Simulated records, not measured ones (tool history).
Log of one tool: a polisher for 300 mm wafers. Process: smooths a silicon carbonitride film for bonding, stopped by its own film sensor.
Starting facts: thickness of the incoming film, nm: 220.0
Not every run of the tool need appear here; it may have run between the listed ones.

run,hour,flow of slurry (ml/min),pressure of the wafer on the pad (psi),speed of the pad under the wafer (m/s),abrasive content of the slurry,target thickness at which the film sensor stops the polish (Å),time until the film sensor stopped the polish (s)
1,0,290,2.7,0.9,1,2080,32.619
2,1.3,290,2.5,0.9,1,2080,34.728
3,3.8,290,2.4,0.9,1,2080,36.436
4,5.3,330,2.4,0.9,1,2080,35.712
5,14.1,325,2.3,0.9,1,2080,37.447
6,21.8,325,2.7,0.9,1,2080,32.375

Predict the results of run 7:
7,26,320,2,0.88,1,2080,?

{"run 7": {"time until the film sensor stopped the polish (s)": 43.814}}
